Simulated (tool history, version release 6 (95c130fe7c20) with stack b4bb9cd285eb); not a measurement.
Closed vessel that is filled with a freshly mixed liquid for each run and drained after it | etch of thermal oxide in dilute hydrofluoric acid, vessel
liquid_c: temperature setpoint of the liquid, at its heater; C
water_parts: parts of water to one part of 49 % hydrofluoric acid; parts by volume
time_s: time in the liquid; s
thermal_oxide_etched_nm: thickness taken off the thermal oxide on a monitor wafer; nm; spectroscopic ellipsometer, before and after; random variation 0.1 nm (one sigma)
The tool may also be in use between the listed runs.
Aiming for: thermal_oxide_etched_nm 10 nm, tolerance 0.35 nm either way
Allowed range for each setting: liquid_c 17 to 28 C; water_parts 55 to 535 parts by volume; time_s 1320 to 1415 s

run  hour  liquid_c  water_parts  time_s  thermal_oxide_etched_nm
  1     0        20          295    1320                     15.5
  2   3.1        20          295    1415                    16.75
  3  10.1      17.5          295    1415                   14.824
  4  16.8      17.5          320    1415                   13.574
  5  17.5      17.5          245    1415                   18.886
     18.7  -- thermometer replaced
  6  18.7      17.5          280    1415                   16.832
  7  21.2      17.5          310    1415                   15.193
  8  22.9        17          430    1410                   9.4117

Exactly one of the 4 candidate moves below puts every result within its allowed miss. Which one?
  A  24.6      21.5          485    1330                        ?
  B  24.6      17.5          420    1320                        ?
  C  24.6      19.5          420    1320                        ?
  D  24.6        17          475    1415                        ?

move  thermal_oxide_etched_nm
   A                   8.9098
   B                   9.3789
   C                    10.06
   D                   8.3788
A: the biggest miss grows against the last run
B: the biggest miss grows against the last run
C: all results in spec
D: the biggest miss grows against the last run
So the answer is move C, the one that meets all the targets.

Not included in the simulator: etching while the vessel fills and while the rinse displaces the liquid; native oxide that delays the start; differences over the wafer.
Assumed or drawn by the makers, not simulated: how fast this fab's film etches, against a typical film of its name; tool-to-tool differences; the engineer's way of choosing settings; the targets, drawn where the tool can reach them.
